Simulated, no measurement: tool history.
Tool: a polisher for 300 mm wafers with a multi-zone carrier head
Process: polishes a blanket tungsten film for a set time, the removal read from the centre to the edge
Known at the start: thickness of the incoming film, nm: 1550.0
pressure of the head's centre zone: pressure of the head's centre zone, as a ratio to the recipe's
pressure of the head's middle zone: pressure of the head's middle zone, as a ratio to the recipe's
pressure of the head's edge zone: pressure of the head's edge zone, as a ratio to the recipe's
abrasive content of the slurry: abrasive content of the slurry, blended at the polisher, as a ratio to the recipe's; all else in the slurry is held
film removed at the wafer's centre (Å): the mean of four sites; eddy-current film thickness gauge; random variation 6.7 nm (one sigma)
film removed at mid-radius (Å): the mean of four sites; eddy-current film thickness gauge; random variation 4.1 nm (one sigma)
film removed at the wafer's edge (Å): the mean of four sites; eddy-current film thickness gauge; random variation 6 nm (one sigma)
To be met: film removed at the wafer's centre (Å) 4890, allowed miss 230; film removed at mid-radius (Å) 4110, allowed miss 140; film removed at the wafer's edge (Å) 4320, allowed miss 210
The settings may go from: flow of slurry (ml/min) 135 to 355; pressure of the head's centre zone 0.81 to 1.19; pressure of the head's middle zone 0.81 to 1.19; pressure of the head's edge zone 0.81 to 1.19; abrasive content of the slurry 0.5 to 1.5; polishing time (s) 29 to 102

run	hour	flow of slurry (ml/min)	pressure of the head's centre zone	pressure of the head's middle zone	pressure of the head's edge zone	abrasive content of the slurry	polishing time (s)	film removed at the wafer's centre (Å)	film removed at mid-radius (Å)	film removed at the wafer's edge (Å)
1	0	225	1	1	1	1	65	3161.6	3181.4	3270
2	5.8	225	0.92	1	1	1	65	2888.7	3147	3208.7
3	13.9	240	1	1	1.01	1.15	67	3325.7	3469.9	3418
4	19.5	240	1.05	0.97	1.02	1.2	71	3693.4	3558.4	3686.7
5	22.2	240	1.05	1.03	1.02	1.2	71	3713.7	3769	3705.8
6	28.7	245	1.09	1.01	1.02	1.25	73	3993.3	3855.8	3924.8
7	32.6	255	1.12	0.99	1	1.3	74	4245.9	3902.5	3831.3
8	40.1	260	1.14	0.98	1.02	1.35	75	4458.3	3863.6	4065.9
9	44	265	1.16	0.99	1.03	1.4	75	4542.9	4002.3	4143.2

5 next moves are on the table. One of them brings every result within its allowed miss. Which?
A	47.9	295	1.17	0.95	1.04	1.45	79	?	?	?
B	47.9	220	1.19	1.01	0.93	1.05	81	?	?	?
C	47.9	300	1.09	1.04	0.98	1.45	72	?	?	?
D	47.9	225	1.19	0.94	1.14	1.5	75	?	?	?
E	47.9	240	1.07	1	1.04	1.4	77	?	?	?

move	film removed at the wafer's centre (Å)	film removed at mid-radius (Å)	film removed at the wafer's edge (Å)
A	4800.3	4098.8	4293.9
B	4538	4023.4	3814
C	4083.4	4040.3	3798.9
D	4523.7	3775.1	4214.8
E	4149.1	4057.3	4086.9
A: meets every target
B: further off than the last run
C: further off than the last run
D: further off than the last run
E: further off than the last run
Answer: A
